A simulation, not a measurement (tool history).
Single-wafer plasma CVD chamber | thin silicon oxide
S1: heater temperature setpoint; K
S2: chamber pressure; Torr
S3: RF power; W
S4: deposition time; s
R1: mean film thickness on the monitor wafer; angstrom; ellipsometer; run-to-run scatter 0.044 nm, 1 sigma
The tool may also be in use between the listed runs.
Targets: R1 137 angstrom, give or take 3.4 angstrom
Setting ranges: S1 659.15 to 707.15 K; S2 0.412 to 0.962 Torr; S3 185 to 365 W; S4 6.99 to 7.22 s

run  hour      S1     S2   S3    S4      R1
  1     0  683.15  0.687  275  6.99  115.62
  2   7.2  683.15  0.698  275  6.99  117.44
  3  15.9  683.15  0.708  275  6.99   119.2
  4  22.9  693.15  0.708  275  6.99  117.89
  5    27  693.15  0.708  275  7.22  122.58
  6  35.3  693.15  0.708  275  6.99  117.79
  7  40.4  693.15  0.718  275  6.99   119.5
     43.4  -- thermocouple changed; heater temperature recalibrated
  8  43.4  693.15  0.727  275  6.99  121.65
  9  48.9  693.15  0.735  275  6.99  122.24
 10  55.8  693.15  0.735  275  6.99   122.4

Pick the move, out of 5, that brings all results within their allowed miss; only one does.
  A  62.7  698.15   0.85  310  7.22   ?
  B  62.7  687.15  0.812  300  7.22   ?
  C  62.7  690.15   0.94  195  7.22   ?
  D  62.7  695.15  0.695  270  6.99   ?
  E  62.7  698.15  0.673  255  6.99   ?

move      R1
   A  150.52
   B   143.9
   C  136.41
   D  115.42
   E  109.23
A: takes the biggest miss from the last run beyond its target
B: takes the biggest miss from the last run beyond its target
C: each result inside its tolerance
D: misses by more than the last run did
E: misses by more than the last run did
The right move is C.

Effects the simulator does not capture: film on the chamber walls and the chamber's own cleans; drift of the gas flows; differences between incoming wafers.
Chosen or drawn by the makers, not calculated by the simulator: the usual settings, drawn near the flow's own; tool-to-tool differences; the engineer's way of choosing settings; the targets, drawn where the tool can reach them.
